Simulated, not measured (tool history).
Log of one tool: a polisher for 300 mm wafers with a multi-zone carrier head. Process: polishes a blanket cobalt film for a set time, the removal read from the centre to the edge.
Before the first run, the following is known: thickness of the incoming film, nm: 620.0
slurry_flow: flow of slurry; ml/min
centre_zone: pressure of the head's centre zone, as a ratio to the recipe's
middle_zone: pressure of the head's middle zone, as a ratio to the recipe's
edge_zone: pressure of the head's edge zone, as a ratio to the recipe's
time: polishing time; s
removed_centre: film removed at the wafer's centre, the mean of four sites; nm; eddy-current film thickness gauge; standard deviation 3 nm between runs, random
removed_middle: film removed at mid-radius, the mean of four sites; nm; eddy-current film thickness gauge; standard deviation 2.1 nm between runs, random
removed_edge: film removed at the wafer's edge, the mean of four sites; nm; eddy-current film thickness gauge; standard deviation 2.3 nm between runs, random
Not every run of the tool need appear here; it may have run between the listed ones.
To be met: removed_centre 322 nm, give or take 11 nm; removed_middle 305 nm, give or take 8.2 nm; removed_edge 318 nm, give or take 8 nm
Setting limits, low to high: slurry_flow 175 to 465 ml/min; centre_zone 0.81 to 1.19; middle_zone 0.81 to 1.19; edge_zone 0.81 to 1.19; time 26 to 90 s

Run 1, day 0: slurry_flow 295 ml/min, centre_zone 1, middle_zone 1, edge_zone 1, time 58 s. Result: removed_centre 244.4 nm, removed_middle 245.77 nm, removed_edge 236.98 nm.
Run 2, day 0.058: slurry_flow 295 ml/min, centre_zone 1, middle_zone 0.97, edge_zone 1, time 58 s. Result: removed_centre 241.61 nm, removed_middle 241.87 nm, removed_edge 239.47 nm.
Run 3, day 0.171: slurry_flow 295 ml/min, centre_zone 1, middle_zone 0.92, edge_zone 1, time 58 s. Result: removed_centre 242.85 nm, removed_middle 234.49 nm, removed_edge 241.34 nm.
Run 4, day 0.204: slurry_flow 295 ml/min, centre_zone 1, middle_zone 0.92, edge_zone 1, time 63 s. Result: removed_centre 263.63 nm, removed_middle 253.71 nm, removed_edge 256.57 nm.
Run 5, day 0.567: slurry_flow 230 ml/min, centre_zone 1, middle_zone 0.92, edge_zone 1, time 63 s. Result: removed_centre 258.55 nm, removed_middle 246.08 nm, removed_edge 251.42 nm.
Run 6, day 0.85: slurry_flow 230 ml/min, centre_zone 1, middle_zone 0.92, edge_zone 1, time 57 s. Result: removed_centre 228.82 nm, removed_middle 222.88 nm, removed_edge 232.12 nm.
Run 7, day 1.188: slurry_flow 245 ml/min, centre_zone 1, middle_zone 0.93, edge_zone 1.03, time 59 s. Result: removed_centre 242.4 nm, removed_middle 234.03 nm, removed_edge 241.95 nm.
Run 8, day 1.442: slurry_flow 260 ml/min, centre_zone 1, middle_zone 0.93, edge_zone 1.06, time 61 s. Result: removed_centre 247.93 nm, removed_middle 245.44 nm, removed_edge 258.45 nm.
Run 9, day 1.704: slurry_flow 275 ml/min, centre_zone 1.02, middle_zone 0.94, edge_zone 1.08, time 62 s. Result: removed_centre 258.35 nm, removed_middle 252.45 nm, removed_edge 266 nm.
Run 10, day 1.746: slurry_flow 290 ml/min, centre_zone 1.04, middle_zone 0.95, edge_zone 1.1, time 63 s. Result: removed_centre 273.74 nm, removed_middle 260.72 nm, removed_edge 270.74 nm.
Run 11, day 1.829: slurry_flow 300 ml/min, centre_zone 1.05, middle_zone 0.97, edge_zone 1.17, time 73 s. Result: removed_centre 319.88 nm, removed_middle 304.68 nm, removed_edge 329.55 nm.
Run 12, day 1.971: slurry_flow 300 ml/min, centre_zone 1.05, middle_zone 0.97, edge_zone 1.17, time 73 s. Result: removed_centre 323.55 nm, removed_middle 301.28 nm, removed_edge 326.97 nm.

Pick the move, out of 5, that brings all results within their allowed miss; only one does.
Run A, day 2.112: slurry_flow 235 ml/min, centre_zone 1.09, middle_zone 1.04, edge_zone 1.14, time 73 s. Result: removed_centre ?, removed_middle ?, removed_edge ?.
Run B, day 2.112: slurry_flow 385 ml/min, centre_zone 1.07, middle_zone 1, edge_zone 0.93, time 75 s. Result: removed_centre ?, removed_middle ?, removed_edge ?.
Run C, day 2.112: slurry_flow 420 ml/min, centre_zone 1.1, middle_zone 1.07, edge_zone 1.11, time 67 s. Result: removed_centre ?, removed_middle ?, removed_edge ?.
Run D, day 2.112: slurry_flow 290 ml/min, centre_zone 1.08, middle_zone 0.91, edge_zone 1.15, time 77 s. Result: removed_centre ?, removed_middle ?, removed_edge ?.
Run E, day 2.112: slurry_flow 295 ml/min, centre_zone 1.07, middle_zone 1.06, edge_zone 1.06, time 75 s. Result: removed_centre ?, removed_middle ?, removed_edge ?.

move  removed_centre  removed_middle  removed_edge
   A          324.16          306.59        315.51
   B          346.65          325.07        305.58
   C          320.85          303.57        298.89
   D          348.66          308.58        341.43
   E          337.36          327.62        319.14
A: every result lands within tolerance
B: moves the result that the last run missed by most past its target, out the other side
C: moves the result that the last run missed by most past its target, out the other side
D: misses by more than the last run did
E: the worst result of the last run now meets its target, but another is out of spec
Move A is the one to make.
